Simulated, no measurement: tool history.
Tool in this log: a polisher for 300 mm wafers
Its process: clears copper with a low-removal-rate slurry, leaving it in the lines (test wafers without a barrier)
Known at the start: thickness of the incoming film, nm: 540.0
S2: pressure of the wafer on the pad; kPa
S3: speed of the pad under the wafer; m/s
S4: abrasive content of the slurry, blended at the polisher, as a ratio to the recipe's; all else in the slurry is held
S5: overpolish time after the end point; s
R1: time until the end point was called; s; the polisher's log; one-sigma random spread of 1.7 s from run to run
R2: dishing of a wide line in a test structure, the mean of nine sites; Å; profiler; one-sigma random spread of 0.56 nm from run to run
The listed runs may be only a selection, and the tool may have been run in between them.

{"run": 1, "day": 0.0, "flow of slurry (ml/min)": 180, "S2": 28.3, "S3": 1.3, "S4": 1, "S5": 27, "R1": 80.633, "R2": 952.65}
{"run": 2, "day": 0.079, "flow of slurry (ml/min)": 180, "S2": 28.3, "S3": 1.3, "S4": 0.9, "S5": 27, "R1": 83.985, "R2": 932.61}
{"run": 3, "day": 0.338, "flow of slurry (ml/min)": 180, "S2": 28.3, "S3": 1.3, "S4": 0.9, "S5": 16, "R1": 83.783, "R2": 629.06}
{"run": 4, "day": 0.404, "flow of slurry (ml/min)": 175, "S2": 23.4, "S3": 1.24, "S4": 0.9, "S5": 16, "R1": 104.08, "R2": 513.93}
{"run": 5, "day": 0.525, "flow of slurry (ml/min)": 170, "S2": 20, "S3": 1.2, "S4": 0.9, "S5": 17, "R1": 125.96, "R2": 458.26}
{"run": 6, "day": 0.704, "flow of slurry (ml/min)": 165, "S2": 17.9, "S3": 1.2, "S4": 0.9, "S5": 18, "R1": 140.52, "R2": 439}

Run 7 has not been measured yet. What should we expect?
{"run": 7, "day": 0.854, "flow of slurry (ml/min)": 155, "S2": 16.5, "S3": 1.2, "S4": 0.9, "S5": 18, "R1": "?", "R2": "?"}

{"run 7": {"R1": 156, "R2": 409.09}}
